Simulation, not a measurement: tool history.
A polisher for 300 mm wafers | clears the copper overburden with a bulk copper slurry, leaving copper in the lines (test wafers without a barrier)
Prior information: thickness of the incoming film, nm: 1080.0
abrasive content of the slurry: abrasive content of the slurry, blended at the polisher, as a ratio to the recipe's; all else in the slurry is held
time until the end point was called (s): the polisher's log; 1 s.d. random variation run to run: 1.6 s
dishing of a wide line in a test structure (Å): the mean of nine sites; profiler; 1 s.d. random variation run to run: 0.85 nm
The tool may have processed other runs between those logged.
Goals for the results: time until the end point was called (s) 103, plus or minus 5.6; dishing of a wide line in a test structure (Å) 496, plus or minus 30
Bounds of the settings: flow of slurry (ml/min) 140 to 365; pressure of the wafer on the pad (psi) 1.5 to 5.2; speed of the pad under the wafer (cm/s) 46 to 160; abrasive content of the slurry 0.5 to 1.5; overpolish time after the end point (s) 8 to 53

run	hour	flow of slurry (ml/min)	pressure of the wafer on the pad (psi)	speed of the pad under the wafer (cm/s)	abrasive content of the slurry	overpolish time after the end point (s)	time until the end point was called (s)	dishing of a wide line in a test structure (Å)
1	0	235	3.3	102	1	27	109.9	1075.6
2	2	235	3.3	80	1	27	138.95	994.21
3	10.1	235	3.3	80	1	18	140.32	730.83
4	19	235	3.3	80	0.8	18	148.02	722.56
5	26.8	240	3.1	90	0.8	17	140.04	713.77
6	33.6	240	3.1	106	0.8	17	118.56	814.2
7	39.1	255	2.9	110	0.9	16	119.27	748.89
8	47	320	1.9	138	1.15	8	131.75	398.84
9	53.1	320	2	138	1.15	8	127.9	402.51
10	58.3	315	2.1	138	1.15	8	120.69	433.49
11	59.1	310	2.3	140	1.15	8	112.18	471.29

Exactly one of the 4 candidate moves below puts every result within its allowed miss. Which one?
A	59.9	285	2.5	142	1.15	8	?	?
B	59.9	305	1.8	152	1.05	12	?	?
C	59.9	315	2.1	134	1.15	9	?	?
D	59.9	285	2.6	118	1.3	8	?	?

move	time until the end point was called (s)	dishing of a wide line in a test structure (Å)
A	98.279	494.7
B	127.32	532.46
C	121.75	450.66
D	110.52	451.79
A: all results in spec
B: misses by more than the last run did
C: misses by more than the last run did
D: better than the last run, though not everything is in spec
So the answer is move A, the one that meets all the targets.
